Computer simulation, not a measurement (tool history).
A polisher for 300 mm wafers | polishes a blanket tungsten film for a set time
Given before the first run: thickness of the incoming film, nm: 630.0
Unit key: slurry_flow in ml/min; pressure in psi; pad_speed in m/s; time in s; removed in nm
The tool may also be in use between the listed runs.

run,hour,slurry_flow,pressure,pad_speed,slurry_solids,time,removed
1,0,260,4.2,1.06,1,55,262.1
2,1.1,260,3.6,1.04,1,55,218.41
3,10,260,3.2,1.04,1,55,194.84
4,17.1,260,3.2,1.04,0.85,55,190.53
5,22.2,260,2.9,1.04,0.85,55,169.2
6,24.2,260,2.7,1.04,0.85,55,157.74
7,30.8,260,2.6,1.04,0.85,55,149.27

Run 8 is up next; what results do you expect?
8,36.3,260,2.5,1.04,0.85,55,?

removed: 146.98 nm
